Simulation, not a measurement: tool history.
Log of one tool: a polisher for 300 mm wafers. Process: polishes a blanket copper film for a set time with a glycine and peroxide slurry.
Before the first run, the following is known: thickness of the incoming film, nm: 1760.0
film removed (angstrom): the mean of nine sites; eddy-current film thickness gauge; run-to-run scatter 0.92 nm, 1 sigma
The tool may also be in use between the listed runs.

run	hour	flow of slurry (ml/min)	pressure of the wafer on the pad (psi)	speed of the pad under the wafer (m/s)	polishing time (s)	film removed (angstrom)
1	0.0	165	2.3	0.94	47	1967.2
2	5.2	125	2.3	0.94	47	1875.8
3	8.4	125	2.7	0.94	47	2059.7
4	13.7	120	2.4	0.92	47	1892.5
5	19.5	120	2.4	0.92	47	1893.6
6	25.5	120	2.1	0.92	47	1786.7

Run 7 comes next. What will it give?
7	26.1	120	1.9	0.88	47	?

{"run 7": {"film removed (angstrom)": 1653.8}}
